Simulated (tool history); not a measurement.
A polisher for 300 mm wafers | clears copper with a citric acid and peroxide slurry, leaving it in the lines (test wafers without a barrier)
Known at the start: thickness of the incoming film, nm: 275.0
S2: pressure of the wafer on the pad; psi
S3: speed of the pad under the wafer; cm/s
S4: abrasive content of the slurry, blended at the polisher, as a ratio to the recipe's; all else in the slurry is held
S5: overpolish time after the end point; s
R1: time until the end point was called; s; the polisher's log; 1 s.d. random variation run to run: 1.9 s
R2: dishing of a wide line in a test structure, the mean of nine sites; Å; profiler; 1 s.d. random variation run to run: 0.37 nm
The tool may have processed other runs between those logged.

run 1 hour=0.0 | flow_of_slurry_(ml/min)=295 S2=2.1 S3=126 S4=1.0 S5=29 | R1=116.64 R2=329.65
run 2 hour=5.8 | flow_of_slurry_(ml/min)=295 S2=2.0 S3=126 S4=1.0 S5=30 | R1=121.57 R2=337.34
run 3 hour=9.8 | flow_of_slurry_(ml/min)=295 S2=1.9 S3=126 S4=1.0 S5=31 | R1=123.20 R2=321.75
run 4 hour=18.2 | flow_of_slurry_(ml/min)=295 S2=1.8 S3=124 S4=1.0 S5=33 | R1=131.33 R2=327.74
run 5 hour=21.8 | flow_of_slurry_(ml/min)=295 S2=1.8 S3=124 S4=1.2 S5=33 | R1=127.89 R2=333.65
run 6 hour=22.6 | flow_of_slurry_(ml/min)=345 S2=1.8 S3=124 S4=1.2 S5=33 | R1=125.22 R2=329.73
run 7 hour=24.7 | flow_of_slurry_(ml/min)=340 S2=1.7 S3=124 S4=1.2 S5=34 | R1=134.38 R2=337.02

Expected results for the next run?
run 8 hour=31.7 | flow_of_slurry_(ml/min)=340 S2=1.5 S3=124 S4=1.2 S5=35 | R1=? R2=?

Run 8 measured R1 146.90 s, R2 309.31 Å.
